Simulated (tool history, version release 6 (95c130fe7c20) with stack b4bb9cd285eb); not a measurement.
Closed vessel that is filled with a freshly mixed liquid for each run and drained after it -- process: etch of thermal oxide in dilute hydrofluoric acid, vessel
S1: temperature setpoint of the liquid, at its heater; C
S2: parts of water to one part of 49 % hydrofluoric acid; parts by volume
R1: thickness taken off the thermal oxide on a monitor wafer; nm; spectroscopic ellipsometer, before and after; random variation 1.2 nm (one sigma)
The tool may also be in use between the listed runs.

Run 1, hour 0: S1 21 C, S2 115 parts by volume, time in the liquid (s) 2335. Result: R1 88.758 nm.
Run 2, hour 6: S1 23.5 C, S2 115 parts by volume, time in the liquid (s) 2335. Result: R1 98.743 nm.
Run 3, hour 12.2: S1 23.5 C, S2 115 parts by volume, time in the liquid (s) 2490. Result: R1 104.44 nm.
Run 4, hour 15.5: S1 23.5 C, S2 130 parts by volume, time in the liquid (s) 2490. Result: R1 91.207 nm.
Run 5, hour 24.6: S1 27 C, S2 130 parts by volume, time in the liquid (s) 2490. Result: R1 104.83 nm.
Run 6, hour 26.3: S1 27.5 C, S2 110 parts by volume, time in the liquid (s) 2490. Result: R1 128.85 nm.
At hour 30.3: hydrofluoric acid flow meter replaced.
Run 7, hour 30.3: S1 29 C, S2 60 parts by volume, time in the liquid (s) 2490. Result: R1 246.17 nm.
Run 8, hour 36.9: S1 29 C, S2 60 parts by volume, time in the liquid (s) 2490. Result: R1 247.96 nm.
Run 9, hour 39.3: S1 29 C, S2 55 parts by volume, time in the liquid (s) 2490. Result: R1 272.57 nm.

Expected results for the next run?
Run 10, hour 48.4: S1 29 C, S2 50 parts by volume, time in the liquid (s) 2490. Result: R1 ?.

Run 10 produced R1 300.46 nm.
